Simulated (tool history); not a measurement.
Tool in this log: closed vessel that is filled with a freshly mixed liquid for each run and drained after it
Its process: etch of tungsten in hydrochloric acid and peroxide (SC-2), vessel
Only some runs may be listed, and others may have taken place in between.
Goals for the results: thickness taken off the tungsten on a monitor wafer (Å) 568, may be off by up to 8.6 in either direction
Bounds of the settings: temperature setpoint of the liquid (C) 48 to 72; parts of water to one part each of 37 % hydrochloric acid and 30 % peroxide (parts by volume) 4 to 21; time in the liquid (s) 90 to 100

run	hour	temperature setpoint of the liquid (C)	parts of water to one part each of 37 % hydrochloric acid and 30 % peroxide (parts by volume)	time in the liquid (s)	thickness taken off the tungsten on a monitor wafer (Å)
1	0	64	11.5	90	254.37
2	4	64	11.5	90	255.21
3	7.1	67	11.5	90	305.64
4	10.7	67	15.5	90	235.81
5	18.6	71.5	15.5	90	307.87
6	23.1	71.5	15.5	90	308.76
7	29.5	72	10.5	90	444.6
8	30.5	72	10	90	463.2
9	37.8	72	7	90	619.84
10	40.8	71	7	90	582.78

Of the 5 settings listed for the next run, only one would bring every result within its allowed miss of target. Which one?
A	43.8	71	6.5	90	?
B	43.8	69.5	6.5	95	?
C	43.8	65.5	4.5	95	?
D	43.8	70.5	7	90	?
E	43.8	68	6	90	?

move	thickness taken off the tungsten on a monitor wafer (Å)
A	618.47
B	597.5
C	616.28
D	566.89
E	550.33
A: further off than the last run
B: further off than the last run
C: further off than the last run
D: all results in spec
E: pushes the last run's worst result past its target
So the answer is move D, the one that meets all the targets.
